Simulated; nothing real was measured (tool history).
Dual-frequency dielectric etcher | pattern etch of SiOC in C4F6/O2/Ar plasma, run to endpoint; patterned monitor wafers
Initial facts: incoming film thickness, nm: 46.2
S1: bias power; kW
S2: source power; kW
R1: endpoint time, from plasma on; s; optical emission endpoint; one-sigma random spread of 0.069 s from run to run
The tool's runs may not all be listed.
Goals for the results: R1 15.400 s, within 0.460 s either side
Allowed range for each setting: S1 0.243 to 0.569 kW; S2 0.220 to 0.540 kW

Run 1, hour 0.0: S1 0.406 kW, S2 0.380 kW. Result: R1 17.903 s.
Run 2, hour 6.2: S1 0.436 kW, S2 0.390 kW. Result: R1 17.118 s.
Run 3, hour 14.8: S1 0.436 kW, S2 0.340 kW. Result: R1 18.109 s.
Run 4, hour 23.2: S1 0.463 kW, S2 0.350 kW. Result: R1 17.658 s.
Run 5, hour 28.5: S1 0.499 kW, S2 0.350 kW. Result: R1 16.960 s.
Run 6, hour 37.5: S1 0.514 kW, S2 0.360 kW. Result: R1 16.604 s.
Run 7, hour 40.5: S1 0.514 kW, S2 0.360 kW. Result: R1 16.582 s.
Run 8, hour 42.3: S1 0.525 kW, S2 0.370 kW. Result: R1 16.192 s.
Run 9, hour 45.9: S1 0.534 kW, S2 0.370 kW. Result: R1 16.307 s.
Run 10, hour 48.0: S1 0.543 kW, S2 0.380 kW. Result: R1 15.956 s.

5 candidate next runs follow, results not yet known. Just one meets every target within its allowed miss. Identify it.
Run A, hour 50.1: S1 0.569 kW, S2 0.500 kW. Result: R1 ?.
Run B, hour 50.1: S1 0.569 kW, S2 0.390 kW. Result: R1 ?.
Run C, hour 50.1: S1 0.569 kW, S2 0.470 kW. Result: R1 ?.
Run D, hour 50.1: S1 0.550 kW, S2 0.470 kW. Result: R1 ?.
Run E, hour 50.1: S1 0.569 kW, S2 0.490 kW. Result: R1 ?.

move      R1
   A  14.167
   B  15.542
   C  14.498
   D  14.695
   E  14.274
A: pushes the last run's worst result past its target
B: each result inside its tolerance
C: pushes the last run's worst result past its target
D: pushes the last run's worst result past its target
E: pushes the last run's worst result past its target
Move B is the one to make.
